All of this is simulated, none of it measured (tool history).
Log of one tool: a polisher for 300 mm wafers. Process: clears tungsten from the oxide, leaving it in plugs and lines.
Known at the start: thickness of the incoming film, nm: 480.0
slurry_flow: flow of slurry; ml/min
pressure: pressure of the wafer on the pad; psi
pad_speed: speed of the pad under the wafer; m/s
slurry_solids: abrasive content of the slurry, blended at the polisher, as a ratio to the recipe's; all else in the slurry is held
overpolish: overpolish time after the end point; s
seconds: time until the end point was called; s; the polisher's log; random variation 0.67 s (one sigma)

run 1 hour=0.0 | slurry_flow=255 pressure=4.4 pad_speed=1.22 slurry_solids=1.0 overpolish=4 | seconds=71.253
run 2 hour=7.6 | slurry_flow=255 pressure=4.7 pad_speed=1.22 slurry_solids=1.0 overpolish=4 | seconds=68.133
run 3 hour=12.3 | slurry_flow=255 pressure=4.7 pad_speed=1.22 slurry_solids=1.0 overpolish=4 | seconds=66.552
run 4 hour=19.0 | slurry_flow=255 pressure=5.0 pad_speed=1.22 slurry_solids=1.0 overpolish=4 | seconds=61.554
run 5 hour=21.4 | slurry_flow=255 pressure=5.0 pad_speed=1.08 slurry_solids=1.0 overpolish=4 | seconds=72.002
run 6 hour=23.0 | slurry_flow=255 pressure=5.4 pad_speed=1.08 slurry_solids=1.0 overpolish=4 | seconds=66.665

Forecast run 7:
run 7 hour=25.5 | slurry_flow=255 pressure=5.7 pad_speed=1.08 slurry_solids=1.0 overpolish=4 | seconds=?

seconds: 64.846 s
